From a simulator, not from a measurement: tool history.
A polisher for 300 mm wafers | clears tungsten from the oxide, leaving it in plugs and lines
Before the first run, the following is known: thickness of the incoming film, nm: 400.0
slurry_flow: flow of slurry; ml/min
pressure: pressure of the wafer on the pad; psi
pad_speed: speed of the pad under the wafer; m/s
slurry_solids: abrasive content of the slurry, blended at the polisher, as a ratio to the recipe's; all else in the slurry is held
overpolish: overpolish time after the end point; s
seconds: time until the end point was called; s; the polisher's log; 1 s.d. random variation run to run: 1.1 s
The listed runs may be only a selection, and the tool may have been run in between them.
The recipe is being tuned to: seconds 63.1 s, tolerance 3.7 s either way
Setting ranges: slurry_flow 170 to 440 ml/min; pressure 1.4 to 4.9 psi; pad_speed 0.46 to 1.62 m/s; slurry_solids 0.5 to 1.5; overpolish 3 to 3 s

run  hour  slurry_flow  pressure  pad_speed  slurry_solids  overpolish  seconds
  1     0          280       3.1       1.04              1           3   87.978
  2   8.7          280       3.1       1.04            0.9           3    88.73
  3  10.6          280       3.1       1.04            0.8           3   89.535
  4  15.1          280       3.4       1.06            0.8           3   81.982
  5  20.4          305       3.4       1.06            0.8           3   79.099
  6  28.9          305         3       1.06            0.8           3   92.109
  7  30.1          305         3       1.06            0.8           3   91.094
  8    32          305       3.3       1.08            0.8           3   84.734
  9  37.8          305       3.5        1.1            0.8           3   74.404
 10  42.2          305       3.6        1.1            0.8           3    72.86
 11  47.9          305       3.7        1.1            0.8           3   70.102
 12  50.5          305       3.7        1.1            0.8           3   70.382
 13  55.7          305       3.8        1.1            0.8           3   71.486
 14  62.4          305       3.9        1.1            0.8           3   68.846

4 next moves are on the table. One of them brings every result within its allowed miss. Which?
  A  69.1          360       3.6        1.4            0.8           3        ?
  B  69.1          285       3.7       0.98            0.8           3        ?
  C  69.1          180       4.9       1.02            0.8           3        ?
  D  69.1          290       3.7       1.14           0.75           3        ?

move  seconds
   A   56.802
   B   79.939
   C   62.251
   D   69.671
A: carries the result that was furthest off beyond its target, to the other side
B: misses by more than the last run did
C: every result lands within tolerance
D: misses by more than the last run did
Answer: C

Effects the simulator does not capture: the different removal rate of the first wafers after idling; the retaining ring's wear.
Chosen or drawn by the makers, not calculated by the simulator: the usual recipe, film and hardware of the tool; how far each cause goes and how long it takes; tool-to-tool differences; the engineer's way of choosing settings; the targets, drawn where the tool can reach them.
